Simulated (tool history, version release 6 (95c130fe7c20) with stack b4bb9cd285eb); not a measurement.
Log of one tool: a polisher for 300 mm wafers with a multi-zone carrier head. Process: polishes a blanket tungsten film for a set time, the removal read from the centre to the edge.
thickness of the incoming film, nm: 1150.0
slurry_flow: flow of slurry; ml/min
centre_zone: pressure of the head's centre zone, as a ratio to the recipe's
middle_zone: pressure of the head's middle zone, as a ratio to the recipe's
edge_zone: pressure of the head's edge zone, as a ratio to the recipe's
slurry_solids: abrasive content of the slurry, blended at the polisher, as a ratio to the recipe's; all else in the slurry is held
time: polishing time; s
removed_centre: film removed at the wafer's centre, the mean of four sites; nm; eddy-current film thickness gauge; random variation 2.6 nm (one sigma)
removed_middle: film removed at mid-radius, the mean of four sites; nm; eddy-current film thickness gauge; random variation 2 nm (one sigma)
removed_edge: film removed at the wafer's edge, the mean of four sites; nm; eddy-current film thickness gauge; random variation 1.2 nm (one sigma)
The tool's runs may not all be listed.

Run 1, hour 0.0: slurry_flow 220 ml/min, centre_zone 1.00, middle_zone 1.00, edge_zone 1.00, slurry_solids 1.00, time 41 s. Result: removed_centre 129.69 nm, removed_middle 126.17 nm, removed_edge 129.52 nm.
Run 2, hour 1.4: slurry_flow 220 ml/min, centre_zone 1.03, middle_zone 1.00, edge_zone 1.00, slurry_solids 1.00, time 41 s. Result: removed_centre 133.01 nm, removed_middle 122.39 nm, removed_edge 131.66 nm.
Run 3, hour 2.3: slurry_flow 230 ml/min, centre_zone 1.06, middle_zone 1.01, edge_zone 1.03, slurry_solids 1.10, time 41 s. Result: removed_centre 139.79 nm, removed_middle 132.42 nm, removed_edge 136.73 nm.
Run 4, hour 8.7: slurry_flow 230 ml/min, centre_zone 1.09, middle_zone 0.97, edge_zone 1.05, slurry_solids 1.15, time 42 s. Result: removed_centre 150.14 nm, removed_middle 129.99 nm, removed_edge 140.67 nm.
Run 5, hour 10.3: slurry_flow 225 ml/min, centre_zone 1.09, middle_zone 0.94, edge_zone 1.08, slurry_solids 1.20, time 43 s. Result: removed_centre 156.81 nm, removed_middle 130.41 nm, removed_edge 148.47 nm.
Run 6, hour 18.6: slurry_flow 225 ml/min, centre_zone 1.09, middle_zone 0.94, edge_zone 1.08, slurry_solids 1.10, time 43 s. Result: removed_centre 152.79 nm, removed_middle 126.03 nm, removed_edge 145.37 nm.
Run 7, hour 27.3: slurry_flow 225 ml/min, centre_zone 1.10, middle_zone 0.92, edge_zone 1.10, slurry_solids 1.15, time 44 s. Result: removed_centre 157.64 nm, removed_middle 133.40 nm, removed_edge 149.64 nm.
Run 8, hour 32.5: slurry_flow 215 ml/min, centre_zone 1.11, middle_zone 0.90, edge_zone 1.12, slurry_solids 1.20, time 45 s. Result: removed_centre 164.42 nm, removed_middle 134.94 nm, removed_edge 156.55 nm.
Run 9, hour 34.0: slurry_flow 220 ml/min, centre_zone 1.11, middle_zone 0.88, edge_zone 1.13, slurry_solids 1.25, time 45 s. Result: removed_centre 166.68 nm, removed_middle 128.47 nm, removed_edge 160.78 nm.

Forecast run 10:
Run 10, hour 42.2: slurry_flow 225 ml/min, centre_zone 1.12, middle_zone 0.88, edge_zone 1.14, slurry_solids 1.25, time 45 s. Result: removed_centre ?, removed_middle ?, removed_edge ?.

removed_centre: 163.43 nm
removed_middle: 129.07 nm
removed_edge: 160.64 nm

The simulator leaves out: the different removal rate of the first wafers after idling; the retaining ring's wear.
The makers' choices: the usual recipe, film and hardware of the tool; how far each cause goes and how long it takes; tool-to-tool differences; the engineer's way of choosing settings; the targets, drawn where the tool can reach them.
